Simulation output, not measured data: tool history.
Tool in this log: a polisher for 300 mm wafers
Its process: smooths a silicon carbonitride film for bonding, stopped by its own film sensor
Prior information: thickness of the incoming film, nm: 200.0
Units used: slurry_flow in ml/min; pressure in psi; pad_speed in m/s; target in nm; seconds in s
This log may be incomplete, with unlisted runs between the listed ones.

run	hour	slurry_flow	pressure	pad_speed	slurry_solids	target	seconds
1	0	290	1.5	0.7	1	171	234.81
2	4.3	290	1.6	0.7	1	171	218.52
3	10.7	265	1.6	0.7	1	171	222.71
4	15	265	1.6	0.7	1	171	212.13
5	21	265	1.6	0.52	1	171	263.55
6	22.1	265	1.6	0.52	1	170	279.82
7	29.7	265	1.8	0.54	1	170	238.14
8	35.4	265	1.9	0.56	1	170	223.46
9	39.8	265	2	0.58	1	170	203.61
10	44.8	265	2.1	0.6	1	170	197.48

Forecast run 11:
11	49.4	265	2.3	0.72	1.05	170	?

seconds: 151.67 s
